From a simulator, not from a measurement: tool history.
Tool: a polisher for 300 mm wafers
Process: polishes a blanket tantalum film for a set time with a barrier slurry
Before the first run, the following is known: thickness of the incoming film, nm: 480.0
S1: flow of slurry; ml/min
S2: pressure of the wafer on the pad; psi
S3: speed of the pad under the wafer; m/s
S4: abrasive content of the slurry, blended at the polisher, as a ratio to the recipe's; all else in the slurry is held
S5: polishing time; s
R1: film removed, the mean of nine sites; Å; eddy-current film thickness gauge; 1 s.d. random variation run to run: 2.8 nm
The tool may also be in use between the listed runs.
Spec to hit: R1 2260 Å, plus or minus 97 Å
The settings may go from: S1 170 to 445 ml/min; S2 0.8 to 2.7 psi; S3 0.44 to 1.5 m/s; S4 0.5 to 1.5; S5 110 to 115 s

{"run": 1, "day": 0.0, "S1": 285, "S2": 1.7, "S3": 0.96, "S4": 1, "S5": 110, "R1": 1552.8}
{"run": 2, "day": 0.171, "S1": 285, "S2": 1.9, "S3": 0.96, "S4": 1, "S5": 110, "R1": 1720.6}
{"run": 3, "day": 0.254, "S1": 240, "S2": 1.9, "S3": 0.96, "S4": 1, "S5": 110, "R1": 1692.3}
{"run": 4, "day": 0.55, "S1": 300, "S2": 1.9, "S3": 0.96, "S4": 1, "S5": 110, "R1": 1735.1}
{"run": 5, "day": 0.883, "S1": 300, "S2": 2.1, "S3": 0.96, "S4": 1, "S5": 110, "R1": 1891.8}
{"run": 6, "day": 1.121, "S1": 300, "S2": 2.1, "S3": 0.96, "S4": 1, "S5": 115, "R1": 2003.2}
{"run": 7, "day": 1.379, "S1": 300, "S2": 2.2, "S3": 0.96, "S4": 1, "S5": 115, "R1": 2044.2}
{"run": 8, "day": 1.742, "S1": 300, "S2": 2.2, "S3": 0.96, "S4": 1, "S5": 115, "R1": 2019.2}
{"run": 9, "day": 1.904, "S1": 300, "S2": 2.3, "S3": 0.96, "S4": 1, "S5": 115, "R1": 2103}

Exercise: of the 5 proposed moves below, exactly one satisfies all targets within the stated allowed misses. Which move is it?
{"run": "A", "day": 2.067, "S1": 220, "S2": 2.6, "S3": 0.98, "S4": 1.2, "S5": 115, "R1": "?"}
{"run": "B", "day": 2.067, "S1": 280, "S2": 2, "S3": 1.1, "S4": 0.85, "S5": 115, "R1": "?"}
{"run": "C", "day": 2.067, "S1": 340, "S2": 2.5, "S3": 1.14, "S4": 0.95, "S5": 110, "R1": "?"}
{"run": "D", "day": 2.067, "S1": 290, "S2": 2.3, "S3": 1.1, "S4": 1.05, "S5": 115, "R1": "?"}
{"run": "E", "day": 2.067, "S1": 280, "S2": 2.4, "S3": 1.04, "S4": 0.85, "S5": 115, "R1": "?"}

move=A R1=2483.9
move=B R1=2052.8
move=C R1=2586.6
move=D R1=2481.3
move=E R1=2259.7
A: takes the result that was furthest off past its target
B: moves away from the targets compared with the last run
C: takes the result that was furthest off past its target
D: takes the result that was furthest off past its target
E: all results land within tolerance of their targets
Move E is the one to make.
